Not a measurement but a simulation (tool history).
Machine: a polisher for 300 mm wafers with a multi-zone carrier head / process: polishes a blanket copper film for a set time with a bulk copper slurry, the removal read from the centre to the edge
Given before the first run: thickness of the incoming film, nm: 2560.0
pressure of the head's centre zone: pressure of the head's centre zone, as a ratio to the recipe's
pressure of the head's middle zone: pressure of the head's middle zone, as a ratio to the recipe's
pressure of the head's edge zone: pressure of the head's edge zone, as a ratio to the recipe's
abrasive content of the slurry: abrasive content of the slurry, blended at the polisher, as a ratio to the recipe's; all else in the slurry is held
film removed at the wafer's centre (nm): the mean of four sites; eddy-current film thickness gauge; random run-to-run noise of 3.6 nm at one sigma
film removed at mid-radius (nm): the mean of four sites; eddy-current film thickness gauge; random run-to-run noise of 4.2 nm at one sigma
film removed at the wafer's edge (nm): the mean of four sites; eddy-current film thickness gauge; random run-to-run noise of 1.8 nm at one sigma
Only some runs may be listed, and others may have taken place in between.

run	hour	flow of slurry (ml/min)	pressure of the head's centre zone	pressure of the head's middle zone	pressure of the head's edge zone	abrasive content of the slurry	polishing time (s)	film removed at the wafer's centre (nm)	film removed at mid-radius (nm)	film removed at the wafer's edge (nm)
1	0	130	1	1	1	1	77	456.51	494.23	498.76
2	3.7	125	1	1.01	0.97	0.9	71	398.82	455.09	445.64
3	8.9	125	1.03	1.01	0.94	0.85	65	377.13	411.2	394.38
4	16.5	120	1.04	1.01	0.91	0.8	62	357.03	395.73	365.73
5	22.3	120	1.04	1.01	0.91	0.65	62	340.93	378.47	355.74
6	23.4	150	1.04	1.01	0.91	0.65	62	363.98	394.47	369.7
7	25.4	140	1.04	1.01	0.89	0.6	60	345.44	370.89	344.31
8	27	135	1.04	1.01	0.87	0.6	59	339.32	369.56	335.3

Run 9 has not been measured yet. What should we expect?
9	32.5	135	1.04	1.01	0.87	0.6	59	?	?	?

film removed at the wafer's centre (nm): 333.44
film removed at mid-radius (nm): 358.17
film removed at the wafer's edge (nm): 336.31

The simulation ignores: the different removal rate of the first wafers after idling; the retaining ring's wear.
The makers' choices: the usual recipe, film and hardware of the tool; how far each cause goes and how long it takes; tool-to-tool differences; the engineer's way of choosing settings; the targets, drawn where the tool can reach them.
